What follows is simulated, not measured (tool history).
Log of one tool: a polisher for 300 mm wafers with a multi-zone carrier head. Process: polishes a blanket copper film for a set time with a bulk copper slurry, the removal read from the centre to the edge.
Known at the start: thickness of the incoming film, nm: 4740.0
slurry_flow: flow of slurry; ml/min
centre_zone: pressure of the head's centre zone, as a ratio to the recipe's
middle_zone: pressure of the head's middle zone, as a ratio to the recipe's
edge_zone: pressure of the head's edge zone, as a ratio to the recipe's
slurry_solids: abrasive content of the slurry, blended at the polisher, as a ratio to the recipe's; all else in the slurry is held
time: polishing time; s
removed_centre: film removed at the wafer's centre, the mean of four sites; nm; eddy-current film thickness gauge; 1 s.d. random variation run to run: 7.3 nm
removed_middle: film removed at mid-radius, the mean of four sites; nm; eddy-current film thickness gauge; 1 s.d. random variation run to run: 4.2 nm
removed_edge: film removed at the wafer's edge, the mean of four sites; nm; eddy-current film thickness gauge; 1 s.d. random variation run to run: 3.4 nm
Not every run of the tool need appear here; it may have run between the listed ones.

run,hour,slurry_flow,centre_zone,middle_zone,edge_zone,slurry_solids,time,removed_centre,removed_middle,removed_edge
1,0,280,1,1,1,1,81,735.37,733.3,739.92
2,1.8,270,0.99,0.94,0.98,0.85,78,666.85,653.15,675.27
3,9.8,270,0.99,1.01,0.98,0.85,78,676.21,691.4,679.35
4,12.9,270,0.99,0.94,0.98,0.85,78,697.16,655.35,676.44
5,21.5,260,0.97,0.9,1,0.75,75,629.33,602.26,635.19
6,22.3,250,0.98,0.87,1.03,0.7,73,614.57,542.94,625.94
7,24.8,240,0.97,0.85,1.02,0.65,73,588.45,534.32,604.46

Forecast run 8:
8,29.1,230,0.97,0.84,1.01,0.6,73,?,?,?

removed_centre: 582 nm
removed_middle: 523.74 nm
removed_edge: 591.86 nm
